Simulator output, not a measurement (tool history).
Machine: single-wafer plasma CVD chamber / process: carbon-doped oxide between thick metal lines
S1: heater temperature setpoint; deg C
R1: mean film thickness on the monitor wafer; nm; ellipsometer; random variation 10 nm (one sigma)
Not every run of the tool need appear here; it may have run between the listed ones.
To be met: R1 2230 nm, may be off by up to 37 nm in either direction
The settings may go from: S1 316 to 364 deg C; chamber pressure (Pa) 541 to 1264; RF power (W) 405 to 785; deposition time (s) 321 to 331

run 1 hour=0 | S1=340 chamber_pressure_(Pa)=903 RF_power_(W)=595 deposition_time_(s)=321 | R1=2060.3
run 2 hour=4.9 | S1=340 chamber_pressure_(Pa)=1047 RF_power_(W)=595 deposition_time_(s)=321 | R1=2055.5
run 3 hour=7.3 | S1=340 chamber_pressure_(Pa)=1047 RF_power_(W)=595 deposition_time_(s)=331 | R1=2156.4
run 4 hour=16.2 | S1=340 chamber_pressure_(Pa)=1047 RF_power_(W)=595 deposition_time_(s)=321 | R1=2088.7
run 5 hour=17.2 | S1=338 chamber_pressure_(Pa)=1065 RF_power_(W)=600 deposition_time_(s)=321 | R1=2098
run 6 hour=24.8 | S1=336 chamber_pressure_(Pa)=1075 RF_power_(W)=605 deposition_time_(s)=321 | R1=2117.4
run 7 hour=28.4 | S1=334 chamber_pressure_(Pa)=1083 RF_power_(W)=610 deposition_time_(s)=321 | R1=2159.9
run 8 hour=34.8 | S1=333 chamber_pressure_(Pa)=1087 RF_power_(W)=610 deposition_time_(s)=321 | R1=2155
run 9 hour=38.5 | S1=332 chamber_pressure_(Pa)=1092 RF_power_(W)=610 deposition_time_(s)=321 | R1=2179.9
run 10 hour=39.7 | S1=331 chamber_pressure_(Pa)=1095 RF_power_(W)=610 deposition_time_(s)=321 | R1=2179.4
run 11 hour=46.5 | S1=330 chamber_pressure_(Pa)=1097 RF_power_(W)=610 deposition_time_(s)=321 | R1=2193.3
run 12 hour=52.2 | S1=330 chamber_pressure_(Pa)=1097 RF_power_(W)=610 deposition_time_(s)=321 | R1=2177.6
run 13 hour=59.9 | S1=329 chamber_pressure_(Pa)=1101 RF_power_(W)=610 deposition_time_(s)=321 | R1=2200
run 14 hour=65.2 | S1=329 chamber_pressure_(Pa)=1103 RF_power_(W)=610 deposition_time_(s)=321 | R1=2179.5

Of the 4 settings listed for the next run, only one would bring every result within its allowed miss of target. Which one?
run A hour=70.5 | S1=326 chamber_pressure_(Pa)=1208 RF_power_(W)=570 deposition_time_(s)=321 | R1=?
run B hour=70.5 | S1=329 chamber_pressure_(Pa)=1095 RF_power_(W)=595 deposition_time_(s)=321 | R1=?
run C hour=70.5 | S1=327 chamber_pressure_(Pa)=1211 RF_power_(W)=625 deposition_time_(s)=321 | R1=?
run D hour=70.5 | S1=329 chamber_pressure_(Pa)=1121 RF_power_(W)=590 deposition_time_(s)=321 | R1=?

move=A R1=2123.1
move=B R1=2143.5
move=C R1=2233
move=D R1=2136.1
A: moves away from the targets compared with the last run
B: moves away from the targets compared with the last run
C: every result lands within tolerance
D: moves away from the targets compared with the last run
The move that meets every target is C.
